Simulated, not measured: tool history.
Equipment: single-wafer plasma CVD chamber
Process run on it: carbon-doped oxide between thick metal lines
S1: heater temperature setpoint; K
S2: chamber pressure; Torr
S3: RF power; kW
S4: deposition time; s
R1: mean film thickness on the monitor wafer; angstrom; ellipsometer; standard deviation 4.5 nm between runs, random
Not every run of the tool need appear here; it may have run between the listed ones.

run 1 hour=0.0 | S1=638.15 S2=4.77 S3=0.525 S4=242 | R1=11354.0
run 2 hour=4.5 | S1=638.15 S2=4.77 S3=0.525 S4=250 | R1=11673.0
run 3 hour=7.2 | S1=638.15 S2=4.77 S3=0.495 S4=250 | R1=11380.0
run 4 hour=11.3 | S1=638.15 S2=4.77 S3=0.495 S4=242 | R1=10915.0
run 5 hour=17.5 | S1=648.15 S2=4.77 S3=0.495 S4=242 | R1=10731.0
run 6 hour=21.1 | S1=649.15 S2=4.51 S3=0.475 S4=242 | R1=10454.0
run 7 hour=22.2 | S1=650.15 S2=4.39 S3=0.455 S4=242 | R1=10119.0
run 8 hour=25.0 | S1=650.15 S2=4.21 S3=0.445 S4=242 | R1=9972.8
run 9 hour=32.3 | S1=650.15 S2=4.07 S3=0.435 S4=242 | R1=9814.7

For run 10, what comes out?
run 10 hour=33.4 | S1=650.15 S2=3.95 S3=0.430 S4=242 | R1=?

R1: 9730.2 angstrom

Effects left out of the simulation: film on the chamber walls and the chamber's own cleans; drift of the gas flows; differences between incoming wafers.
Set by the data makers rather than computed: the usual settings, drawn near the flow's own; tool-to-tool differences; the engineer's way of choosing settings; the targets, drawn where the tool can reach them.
